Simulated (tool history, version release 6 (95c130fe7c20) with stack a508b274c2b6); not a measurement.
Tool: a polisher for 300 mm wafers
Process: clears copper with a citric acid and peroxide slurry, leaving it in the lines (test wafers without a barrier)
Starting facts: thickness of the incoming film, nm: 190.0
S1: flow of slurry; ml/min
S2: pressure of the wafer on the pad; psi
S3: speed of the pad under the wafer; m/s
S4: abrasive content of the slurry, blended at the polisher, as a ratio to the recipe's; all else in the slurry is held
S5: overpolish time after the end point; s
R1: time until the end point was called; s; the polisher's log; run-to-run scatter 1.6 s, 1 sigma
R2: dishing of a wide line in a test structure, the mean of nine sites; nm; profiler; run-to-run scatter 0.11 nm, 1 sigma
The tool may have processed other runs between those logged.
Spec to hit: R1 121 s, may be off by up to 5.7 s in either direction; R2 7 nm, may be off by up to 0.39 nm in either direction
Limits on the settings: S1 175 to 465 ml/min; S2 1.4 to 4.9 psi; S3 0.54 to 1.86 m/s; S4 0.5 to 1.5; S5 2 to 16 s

run 1 day=0 | S1=295 S2=3.1 S3=1.18 S4=1 S5=8 | R1=73.664 R2=8.9798
run 2 day=0.342 | S1=335 S2=3.1 S3=1.18 S4=1 S5=8 | R1=71.829 R2=8.6028
run 3 day=0.396 | S1=295 S2=3.1 S3=1.18 S4=1 S5=8 | R1=73.359 R2=8.6033
run 4 day=0.704 | S1=295 S2=2.8 S3=1.18 S4=1 S5=8 | R1=80.765 R2=8.2417
run 5 day=1 | S1=295 S2=3.5 S3=1.18 S4=1 S5=8 | R1=63.901 R2=9.2446
run 6 day=1.054 | S1=295 S2=3.5 S3=0.96 S4=1 S5=8 | R1=70.769 R2=8.7039
run 7 day=1.212 | S1=295 S2=3.2 S3=0.96 S4=1 S5=8 | R1=78.99 R2=8.4617
run 8 day=1.546 | S1=295 S2=3 S3=0.96 S4=1 S5=8 | R1=84.102 R2=8.1566
run 9 day=1.758 | S1=295 S2=2.8 S3=0.96 S4=1 S5=8 | R1=88.493 R2=7.7493
run 10 day=1.8 | S1=295 S2=2.6 S3=0.96 S4=1 S5=8 | R1=97.24 R2=7.4743
run 11 day=2.038 | S1=295 S2=2.5 S3=0.96 S4=1 S5=8 | R1=99.209 R2=7.314
-- day=2.283 worn pad replaced by a new one
run 12 day=2.283 | S1=295 S2=2.4 S3=0.96 S4=1 S5=8 | R1=98.293 R2=7.3529
run 13 day=2.342 | S1=295 S2=1.5 S3=0.94 S4=1 S5=9 | R1=156.89 R2=5.7401
run 14 day=2.579 | S1=295 S2=1.6 S3=0.94 S4=1 S5=9 | R1=147.93 R2=6.138
run 15 day=2.721 | S1=295 S2=1.7 S3=0.94 S4=1 S5=9 | R1=139.79 R2=6.3961

Of the 5 settings listed for the next run, only one would bring every result within its allowed miss of target. Which one?
run A day=2.862 | S1=305 S2=1.7 S3=0.66 S4=0.75 S5=9 | R1=? R2=?
run B day=2.862 | S1=310 S2=1.9 S3=0.9 S4=1 S5=8 | R1=? R2=?
run C day=2.862 | S1=275 S2=2 S3=1.08 S4=1.1 S5=8 | R1=? R2=?
run D day=2.862 | S1=285 S2=1.8 S3=1.16 S4=0.85 S5=9 | R1=? R2=?
run E day=2.862 | S1=270 S2=1.4 S3=0.92 S4=1 S5=14 | R1=? R2=?

move=A R1=175.7 R2=5.2651
move=B R1=127.61 R2=6.0808
move=C R1=108.65 R2=6.7685
move=D R1=122.18 R2=6.7653
move=E R1=169.66 R2=7.2756
A: misses by more than the last run did
B: nearer the targets than the last run, but a result is still out of spec
C: moves the result that the last run missed by most past its target, out the other side
D: every result lands within tolerance
E: misses by more than the last run did
The right move is D.
